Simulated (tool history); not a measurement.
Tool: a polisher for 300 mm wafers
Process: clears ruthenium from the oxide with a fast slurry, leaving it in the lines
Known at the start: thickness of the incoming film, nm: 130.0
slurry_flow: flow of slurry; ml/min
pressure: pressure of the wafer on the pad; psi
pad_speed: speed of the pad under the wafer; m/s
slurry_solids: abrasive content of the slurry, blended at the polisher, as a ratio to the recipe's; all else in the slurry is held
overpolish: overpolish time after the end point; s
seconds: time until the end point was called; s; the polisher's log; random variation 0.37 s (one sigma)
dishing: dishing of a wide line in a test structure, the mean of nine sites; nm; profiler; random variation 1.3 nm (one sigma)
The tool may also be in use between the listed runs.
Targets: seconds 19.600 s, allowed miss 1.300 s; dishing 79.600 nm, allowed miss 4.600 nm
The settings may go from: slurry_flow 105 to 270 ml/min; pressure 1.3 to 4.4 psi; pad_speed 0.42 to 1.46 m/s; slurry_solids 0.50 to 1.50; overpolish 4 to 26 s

run 1 day=0.000 | slurry_flow=175 pressure=2.8 pad_speed=0.94 slurry_solids=1.00 overpolish=13 | seconds=26.703 dishing=45.170
run 2 day=0.083 | slurry_flow=155 pressure=2.8 pad_speed=0.94 slurry_solids=1.00 overpolish=13 | seconds=27.859 dishing=43.590
run 3 day=0.283 | slurry_flow=155 pressure=3.2 pad_speed=0.94 slurry_solids=1.00 overpolish=13 | seconds=23.644 dishing=48.723
run 4 day=0.379 | slurry_flow=155 pressure=3.2 pad_speed=0.94 slurry_solids=1.00 overpolish=10 | seconds=23.741 dishing=38.391
run 5 day=0.558 | slurry_flow=155 pressure=3.3 pad_speed=0.96 slurry_solids=1.00 overpolish=11 | seconds=23.879 dishing=43.881
run 6 day=0.867 | slurry_flow=155 pressure=3.3 pad_speed=0.96 slurry_solids=0.85 overpolish=11 | seconds=24.825 dishing=39.463
-- day=1.175 head pressure recalibrated
run 7 day=1.175 | slurry_flow=155 pressure=3.3 pad_speed=0.98 slurry_solids=0.90 overpolish=12 | seconds=25.300 dishing=43.063
run 8 day=1.238 | slurry_flow=155 pressure=3.4 pad_speed=1.02 slurry_solids=0.90 overpolish=13 | seconds=24.228 dishing=47.971
run 9 day=1.442 | slurry_flow=155 pressure=3.5 pad_speed=1.04 slurry_solids=0.90 overpolish=14 | seconds=23.056 dishing=52.191
run 10 day=1.725 | slurry_flow=155 pressure=3.6 pad_speed=1.06 slurry_solids=0.90 overpolish=15 | seconds=21.724 dishing=55.281
run 11 day=2.025 | slurry_flow=155 pressure=3.6 pad_speed=1.08 slurry_solids=0.90 overpolish=16 | seconds=22.520 dishing=62.726
run 12 day=2.112 | slurry_flow=155 pressure=4.1 pad_speed=1.12 slurry_solids=0.90 overpolish=18 | seconds=19.100 dishing=71.688

4 next moves are on the table. One of them brings every result within its allowed miss. Which?
run A day=2.200 | slurry_flow=160 pressure=3.7 pad_speed=1.16 slurry_solids=0.80 overpolish=18 | seconds=? dishing=?
run B day=2.200 | slurry_flow=145 pressure=4.2 pad_speed=1.16 slurry_solids=0.85 overpolish=15 | seconds=? dishing=?
run C day=2.200 | slurry_flow=165 pressure=4.2 pad_speed=1.28 slurry_solids=0.65 overpolish=23 | seconds=? dishing=?
run D day=2.200 | slurry_flow=130 pressure=4.3 pad_speed=1.10 slurry_solids=0.80 overpolish=17 | seconds=? dishing=?

move=A seconds=20.711 dishing=68.147
move=B seconds=18.374 dishing=65.301
move=C seconds=19.086 dishing=83.538
move=D seconds=19.868 dishing=67.433
A: further off than the last run
B: further off than the last run
C: meets every target
D: further off than the last run
Answer: C
